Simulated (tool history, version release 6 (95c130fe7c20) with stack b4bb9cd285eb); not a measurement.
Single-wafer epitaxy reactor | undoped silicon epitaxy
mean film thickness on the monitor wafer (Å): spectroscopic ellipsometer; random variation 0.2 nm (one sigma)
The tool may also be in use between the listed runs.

| run | hour | wafer temperature setpoint (pyrometer-controlled) (°C) | deposition time (s) | mean film thickness on the monitor wafer (Å) |
|---|---|---|---|---|
| 1 | 0 | 660 | 482 | 907.5 |
| 2 | 2.4 | 660 | 526 | 990.39 |
| 3 | 8 | 658 | 526 | 955.97 |
| 4 | 16.2 | 662 | 526 | 1030 |
| 5 | 24.7 | 660 | 526 | 988.12 |
| 6 | 28.8 | 658 | 526 | 954.97 |
| 7 | 37.6 | 656 | 526 | 915.7 |

Run 8 comes next. What will it give?
|  | 40 | pyrometer calibrated |
| 8 | 40 | 654 | 526 | ? |

mean film thickness on the monitor wafer (Å): 985.8
